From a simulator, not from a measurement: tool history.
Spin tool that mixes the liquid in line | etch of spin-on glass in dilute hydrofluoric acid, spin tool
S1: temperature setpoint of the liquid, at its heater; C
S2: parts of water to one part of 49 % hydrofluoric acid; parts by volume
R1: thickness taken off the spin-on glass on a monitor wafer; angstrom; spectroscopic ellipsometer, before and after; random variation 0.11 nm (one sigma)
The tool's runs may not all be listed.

Run 1, hour 0: S1 21 C, S2 250 parts by volume, time under the liquid (s) 45. Result: R1 85.388 angstrom.
Run 2, hour 0.7: S1 21 C, S2 250 parts by volume, time under the liquid (s) 45. Result: R1 86.323 angstrom.
Run 3, hour 2.4: S1 21 C, S2 320 parts by volume, time under the liquid (s) 45. Result: R1 63.655 angstrom.
Run 4, hour 9.5: S1 21 C, S2 230 parts by volume, time under the liquid (s) 45. Result: R1 95.327 angstrom.
Run 5, hour 15.9: S1 22.5 C, S2 225 parts by volume, time under the liquid (s) 45. Result: R1 104.31 angstrom.
Run 6, hour 22.4: S1 24 C, S2 225 parts by volume, time under the liquid (s) 45. Result: R1 110.1 angstrom.
Run 7, hour 24.1: S1 25 C, S2 220 parts by volume, time under the liquid (s) 45. Result: R1 116.15 angstrom.
Run 8, hour 30.7: S1 25 C, S2 220 parts by volume, time under the liquid (s) 45. Result: R1 117.77 angstrom.
Run 9, hour 37.5: S1 26 C, S2 215 parts by volume, time under the liquid (s) 45. Result: R1 125.63 angstrom.
Run 10, hour 46.4: S1 26.5 C, S2 215 parts by volume, time under the liquid (s) 45. Result: R1 127.94 angstrom.

Forecast run 11:
Run 11, hour 50.9: S1 27 C, S2 215 parts by volume, time under the liquid (s) 45. Result: R1 ?.

Run 11 gave R1 129.55 angstrom.
